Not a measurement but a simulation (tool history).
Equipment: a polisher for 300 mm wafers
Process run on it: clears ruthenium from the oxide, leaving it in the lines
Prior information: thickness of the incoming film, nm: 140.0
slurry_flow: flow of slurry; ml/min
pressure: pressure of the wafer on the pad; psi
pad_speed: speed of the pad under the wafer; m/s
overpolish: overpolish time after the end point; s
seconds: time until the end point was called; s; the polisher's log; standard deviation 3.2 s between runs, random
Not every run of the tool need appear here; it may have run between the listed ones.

run 1 day=0 | slurry_flow=280 pressure=2.7 pad_speed=0.78 overpolish=10 | seconds=110.91
run 2 day=0.15 | slurry_flow=280 pressure=2.7 pad_speed=0.78 overpolish=10 | seconds=109.98
run 3 day=0.525 | slurry_flow=280 pressure=2.7 pad_speed=0.78 overpolish=10 | seconds=111.65
run 4 day=0.792 | slurry_flow=280 pressure=2.4 pad_speed=0.76 overpolish=10 | seconds=127.32
run 5 day=1.133 | slurry_flow=280 pressure=2.4 pad_speed=0.76 overpolish=7 | seconds=126.84
run 6 day=1.421 | slurry_flow=230 pressure=2.4 pad_speed=0.76 overpolish=7 | seconds=127.57
run 7 day=1.462 | slurry_flow=230 pressure=2.2 pad_speed=0.76 overpolish=7 | seconds=136.44
run 8 day=1.75 | slurry_flow=230 pressure=2 pad_speed=0.76 overpolish=7 | seconds=148.24
run 9 day=1.971 | slurry_flow=230 pressure=1.9 pad_speed=0.76 overpolish=7 | seconds=150.27
run 10 day=2.021 | slurry_flow=230 pressure=1.8 pad_speed=0.74 overpolish=7 | seconds=156.35
run 11 day=2.2 | slurry_flow=230 pressure=1.8 pad_speed=0.74 overpolish=7 | seconds=162.33

For run 12, what comes out?
run 12 day=2.229 | slurry_flow=230 pressure=1.7 pad_speed=0.74 overpolish=7 | seconds=?

{"run 12": {"seconds": 171.72}}
